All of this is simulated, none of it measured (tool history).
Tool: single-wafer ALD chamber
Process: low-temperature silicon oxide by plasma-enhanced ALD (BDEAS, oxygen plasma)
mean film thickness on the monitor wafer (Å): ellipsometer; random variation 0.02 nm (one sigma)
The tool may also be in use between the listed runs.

run	hour	heater temperature setpoint (deg C)	number of ALD cycles (cycles)	mean film thickness on the monitor wafer (Å)
1	0	90	27	39.084
2	6.4	88	28	40.887
3	8.7	86	29	42.916
4	16.8	95	29	41.305
5	23.6	93	29	41.45
6	31.7	88	29	42.527
7	38.5	86	29	42.74

Run 8 comes next. What will it give?
8	41.9	85	29	?

mean film thickness on the monitor wafer (Å): 43.241
